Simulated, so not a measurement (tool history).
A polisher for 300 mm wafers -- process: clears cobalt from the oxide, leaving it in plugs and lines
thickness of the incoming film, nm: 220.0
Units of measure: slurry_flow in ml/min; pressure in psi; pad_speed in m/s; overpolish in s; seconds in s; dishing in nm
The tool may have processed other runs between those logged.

Run 1, hour 0.0: slurry_flow 265 ml/min, pressure 2.0 psi, pad_speed 0.82 m/s, overpolish 12 s. Result: seconds 49.443 s, dishing 41.581 nm.
Run 2, hour 2.7: slurry_flow 265 ml/min, pressure 2.1 psi, pad_speed 0.82 m/s, overpolish 14 s. Result: seconds 47.027 s, dishing 48.908 nm.
Run 3, hour 10.3: slurry_flow 265 ml/min, pressure 2.2 psi, pad_speed 0.82 m/s, overpolish 15 s. Result: seconds 46.223 s, dishing 53.749 nm.
Run 4, hour 11.6: slurry_flow 265 ml/min, pressure 2.3 psi, pad_speed 0.82 m/s, overpolish 16 s. Result: seconds 43.704 s, dishing 56.170 nm.
Run 5, hour 19.7: slurry_flow 305 ml/min, pressure 2.3 psi, pad_speed 0.82 m/s, overpolish 16 s. Result: seconds 43.411 s, dishing 58.706 nm.
Run 6, hour 22.1: slurry_flow 305 ml/min, pressure 2.3 psi, pad_speed 0.82 m/s, overpolish 17 s. Result: seconds 42.640 s, dishing 59.698 nm.
Run 7, hour 29.1: slurry_flow 305 ml/min, pressure 2.3 psi, pad_speed 0.82 m/s, overpolish 18 s. Result: seconds 42.285 s, dishing 63.263 nm.

Run 8 is up next; what results do you expect?
Run 8, hour 36.7: slurry_flow 305 ml/min, pressure 2.3 psi, pad_speed 0.82 m/s, overpolish 19 s. Result: seconds ?, dishing ?.

{"run 8": {"seconds": 42.762, "dishing": 65.196}}
